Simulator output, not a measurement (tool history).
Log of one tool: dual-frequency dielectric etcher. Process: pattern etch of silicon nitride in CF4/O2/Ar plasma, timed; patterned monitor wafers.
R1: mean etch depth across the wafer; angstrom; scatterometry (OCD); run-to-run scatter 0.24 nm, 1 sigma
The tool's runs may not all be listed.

Run 1, hour 0: source power (kW) 0.55, bias power (kW) 0.064, Ar flow (sccm) 128, CF4 flow (sccm) 132, etch time (s) 14. Result: R1 301.52 angstrom.
Run 2, hour 6.4: source power (kW) 0.55, bias power (kW) 0.054, Ar flow (sccm) 128, CF4 flow (sccm) 132, etch time (s) 14. Result: R1 277.51 angstrom.
Run 3, hour 11.3: source power (kW) 0.55, bias power (kW) 0.047, Ar flow (sccm) 128, CF4 flow (sccm) 132, etch time (s) 14. Result: R1 262.45 angstrom.
Run 4, hour 18.4: source power (kW) 0.49, bias power (kW) 0.047, Ar flow (sccm) 128, CF4 flow (sccm) 132, etch time (s) 14. Result: R1 239.86 angstrom.
At hour 23.5: bias power generator calibrated.
Run 5, hour 23.5: source power (kW) 0.58, bias power (kW) 0.048, Ar flow (sccm) 128, CF4 flow (sccm) 132, etch time (s) 14. Result: R1 274.22 angstrom.
Run 6, hour 29: source power (kW) 0.58, bias power (kW) 0.048, Ar flow (sccm) 140, CF4 flow (sccm) 132, etch time (s) 14. Result: R1 271.61 angstrom.

Predict the results of run 7:
Run 7, hour 36.8: source power (kW) 0.58, bias power (kW) 0.048, Ar flow (sccm) 140, CF4 flow (sccm) 132, etch time (s) 14. Result: R1 ?.

R1: 272.24 angstrom

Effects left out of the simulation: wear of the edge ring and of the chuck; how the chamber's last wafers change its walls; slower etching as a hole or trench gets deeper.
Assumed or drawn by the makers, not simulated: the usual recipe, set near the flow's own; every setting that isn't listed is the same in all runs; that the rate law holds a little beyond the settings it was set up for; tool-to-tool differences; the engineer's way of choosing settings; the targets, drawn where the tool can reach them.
